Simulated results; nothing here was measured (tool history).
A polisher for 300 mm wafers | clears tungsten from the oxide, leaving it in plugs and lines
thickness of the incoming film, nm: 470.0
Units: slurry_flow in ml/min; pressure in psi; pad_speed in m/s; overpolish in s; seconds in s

run  hour  slurry_flow  pressure  pad_speed  slurry_solids  overpolish  seconds
  1     0          300       4.6       1.12              1          48   88.967
  2   2.6          300       4.2       1.12              1          48   97.571
  3  10.9          240       4.2       1.12              1          48   99.455
  4  15.6          240       3.9       1.12              1          48   104.52
  5  21.8          240       3.6       1.12              1          48   116.46
  6  29.2          240       3.4       1.12              1          48   121.15
  7  37.2          240       3.3       1.12              1          48   127.03

The next listed run, before its measurement:
  8  43.6          240       3.2       1.12              1          48        ?

seconds: 131.41 s

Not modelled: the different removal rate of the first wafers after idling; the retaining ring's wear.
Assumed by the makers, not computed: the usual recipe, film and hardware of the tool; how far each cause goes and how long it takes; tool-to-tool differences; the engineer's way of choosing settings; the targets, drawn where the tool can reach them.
